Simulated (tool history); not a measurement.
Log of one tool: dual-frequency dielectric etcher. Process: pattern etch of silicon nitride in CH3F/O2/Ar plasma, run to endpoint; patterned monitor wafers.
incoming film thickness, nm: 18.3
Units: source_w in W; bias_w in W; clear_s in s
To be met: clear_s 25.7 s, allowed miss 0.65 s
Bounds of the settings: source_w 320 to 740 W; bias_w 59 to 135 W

run,day,source_w,bias_w,clear_s
1,0,530,97,22.027
2,0.258,620,97,20.971
3,0.296,690,97,20.305
4,0.333,660,94,20.982
5,0.538,640,92,20.877
6,0.896,640,106,20.298
7,0.942,610,102,20.911
8,1.212,580,99,21.278
9,1.267,580,99,21.392
10,1.592,560,96,21.596
11,1.792,540,92,22.449
12,2.025,520,91,22.525
13,2.304,500,89,23.019
14,2.354,490,88,23.377

4 next moves are on the table. One of them brings every result within its allowed miss. Which?
A,2.404,340,61,?
B,2.404,630,115,?
C,2.404,510,106,?
D,2.404,380,81,?

move,clear_s
A,28.508
B,20.021
C,21.895
D,25.738
A: takes the result that was furthest off past its target
B: further off than the last run
C: further off than the last run
D: meets every target
Answer: D
